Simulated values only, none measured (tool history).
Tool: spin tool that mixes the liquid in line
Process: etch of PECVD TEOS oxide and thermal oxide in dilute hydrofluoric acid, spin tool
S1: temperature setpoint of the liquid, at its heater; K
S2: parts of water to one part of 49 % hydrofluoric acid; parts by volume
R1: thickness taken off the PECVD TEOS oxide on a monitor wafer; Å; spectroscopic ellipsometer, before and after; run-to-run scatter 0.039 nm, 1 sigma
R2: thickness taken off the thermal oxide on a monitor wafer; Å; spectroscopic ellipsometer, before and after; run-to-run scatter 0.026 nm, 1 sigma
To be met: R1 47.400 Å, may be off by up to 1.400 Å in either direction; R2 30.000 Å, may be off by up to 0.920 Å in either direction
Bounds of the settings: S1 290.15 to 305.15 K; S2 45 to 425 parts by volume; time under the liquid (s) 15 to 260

run 1 hour=0.0 | S1=297.15 S2=235 time_under_the_liquid_(s)=130 | R1=38.496 R2=23.741
run 2 hour=6.2 | S1=298.15 S2=235 time_under_the_liquid_(s)=130 | R1=39.315 R2=25.548
run 3 hour=9.7 | S1=298.15 S2=230 time_under_the_liquid_(s)=130 | R1=40.919 R2=25.695
run 4 hour=10.3 | S1=298.65 S2=230 time_under_the_liquid_(s)=130 | R1=41.258 R2=26.033
run 5 hour=13.0 | S1=295.65 S2=230 time_under_the_liquid_(s)=130 | R1=37.021 R2=23.269
run 6 hour=17.1 | S1=296.65 S2=230 time_under_the_liquid_(s)=130 | R1=38.554 R2=24.530
run 7 hour=18.8 | S1=297.65 S2=230 time_under_the_liquid_(s)=130 | R1=40.276 R2=25.217
run 8 hour=21.4 | S1=298.15 S2=230 time_under_the_liquid_(s)=130 | R1=40.675 R2=25.793
run 9 hour=23.5 | S1=298.65 S2=230 time_under_the_liquid_(s)=130 | R1=41.275 R2=26.221

Exercise: of the 4 proposed moves below, exactly one satisfies all targets within the stated allowed misses. Which move is it?
run A hour=25.6 | S1=301.15 S2=190 time_under_the_liquid_(s)=115 | R1=? R2=?
run B hour=25.6 | S1=295.15 S2=215 time_under_the_liquid_(s)=155 | R1=? R2=?
run C hour=25.6 | S1=293.15 S2=255 time_under_the_liquid_(s)=220 | R1=? R2=?
run D hour=25.6 | S1=297.65 S2=225 time_under_the_liquid_(s)=165 | R1=? R2=?

move=A R1=49.983 R2=32.034
move=B R1=46.529 R2=29.821
move=C R1=49.703 R2=31.854
move=D R1=51.356 R2=32.914
A: the result that was furthest off in the last run now lies on the other side of its target
B: in spec on every target
C: the result that was furthest off in the last run now lies on the other side of its target
D: the result that was furthest off in the last run now lies on the other side of its target
The right move is B.
